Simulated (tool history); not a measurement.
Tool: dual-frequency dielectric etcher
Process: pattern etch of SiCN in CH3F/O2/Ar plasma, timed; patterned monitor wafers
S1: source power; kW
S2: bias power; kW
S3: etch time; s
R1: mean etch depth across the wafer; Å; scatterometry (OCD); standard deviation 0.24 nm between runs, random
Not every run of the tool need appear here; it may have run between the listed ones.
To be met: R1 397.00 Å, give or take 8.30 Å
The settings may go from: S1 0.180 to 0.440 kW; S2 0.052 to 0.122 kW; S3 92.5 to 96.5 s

run	hour	S1	S2	S3	R1
1	0.0	0.310	0.087	92.5	347.57
2	8.6	0.310	0.087	92.5	348.78
3	9.4	0.330	0.088	92.5	359.07
4	16.1	0.330	0.088	92.5	361.28
5	16.7	0.340	0.088	92.5	360.03
6	25.0	0.340	0.104	92.5	370.91
7	33.5	0.350	0.105	92.5	382.30
8	40.5	0.360	0.106	92.5	388.08

Of the 5 settings listed for the next run, only one would bring every result within its allowed miss of target. Which one?
A	47.5	0.350	0.107	92.5	?
B	47.5	0.330	0.100	96.5	?
C	47.5	0.360	0.098	96.5	?
D	47.5	0.350	0.098	92.5	?
E	47.5	0.330	0.103	95.5	?

move	R1
A	379.41
B	381.16
C	392.93
D	372.46
E	379.56
A: misses by more than the last run did
B: misses by more than the last run did
C: in spec on every target
D: misses by more than the last run did
E: misses by more than the last run did
Go with C: it meets all targets.
